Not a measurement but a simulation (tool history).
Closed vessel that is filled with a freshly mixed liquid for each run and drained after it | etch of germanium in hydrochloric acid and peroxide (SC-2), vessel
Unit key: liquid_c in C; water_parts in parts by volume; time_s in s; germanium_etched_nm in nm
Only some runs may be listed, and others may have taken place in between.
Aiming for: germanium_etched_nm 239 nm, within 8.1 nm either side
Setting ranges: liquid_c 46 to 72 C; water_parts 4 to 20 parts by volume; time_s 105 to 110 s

run 1 day=0 | liquid_c=62 water_parts=11 time_s=105 | germanium_etched_nm=324.63
run 2 day=0.096 | liquid_c=62 water_parts=11 time_s=105 | germanium_etched_nm=327.72
run 3 day=0.454 | liquid_c=56.5 water_parts=11 time_s=105 | germanium_etched_nm=278.78
run 4 day=0.679 | liquid_c=55.5 water_parts=11 time_s=105 | germanium_etched_nm=267.52
run 5 day=0.958 | liquid_c=54.5 water_parts=11 time_s=105 | germanium_etched_nm=256.7
run 6 day=1.242 | liquid_c=54.5 water_parts=11 time_s=110 | germanium_etched_nm=273.71
run 7 day=1.538 | liquid_c=53.5 water_parts=11 time_s=110 | germanium_etched_nm=261.46
run 8 day=1.65 | liquid_c=53.5 water_parts=11 time_s=110 | germanium_etched_nm=261.76
run 9 day=1.738 | liquid_c=53 water_parts=11 time_s=110 | germanium_etched_nm=257.06
run 10 day=1.958 | liquid_c=52.5 water_parts=11 time_s=110 | germanium_etched_nm=254.7
run 11 day=2.05 | liquid_c=52 water_parts=11 time_s=110 | germanium_etched_nm=250.71
run 12 day=2.329 | liquid_c=51.5 water_parts=11 time_s=110 | germanium_etched_nm=245.87

Next run, 4 choices. One meets every target within its allowed miss, the rest don't. Which?
run A day=2.608 | liquid_c=51.5 water_parts=6 time_s=110 | germanium_etched_nm=?
run B day=2.608 | liquid_c=52 water_parts=10.5 time_s=110 | germanium_etched_nm=?
run C day=2.608 | liquid_c=53.5 water_parts=12 time_s=110 | germanium_etched_nm=?
run D day=2.608 | liquid_c=50.5 water_parts=10 time_s=110 | germanium_etched_nm=?

move=A germanium_etched_nm=260.04
move=B germanium_etched_nm=254.79
move=C germanium_etched_nm=263.07
move=D germanium_etched_nm=244.23
A: the biggest miss grows against the last run
B: the biggest miss grows against the last run
C: the biggest miss grows against the last run
D: meets every target
The right move is D.
